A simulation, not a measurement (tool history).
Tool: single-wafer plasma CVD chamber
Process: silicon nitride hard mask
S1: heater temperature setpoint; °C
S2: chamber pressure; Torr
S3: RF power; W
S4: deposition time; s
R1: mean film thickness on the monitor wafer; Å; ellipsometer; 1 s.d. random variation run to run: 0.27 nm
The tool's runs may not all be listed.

run,day,S1,S2,S3,S4,R1
1,0,425,2.01,300,72.4,922.41
2,0.196,425,1.82,290,72.4,880.7
3,0.45,425,1.82,325,72.4,946.13
4,0.588,425,1.67,310,72.4,890.74
5,0.929,425,1.55,305,72.4,865.59
6,0.962,425,1.91,305,72.4,916.88

Estimate the outcome of run 7 from the log above:
7,1.117,425,1.73,300,72.4,?

{"run 7": {"R1": 890.54}}
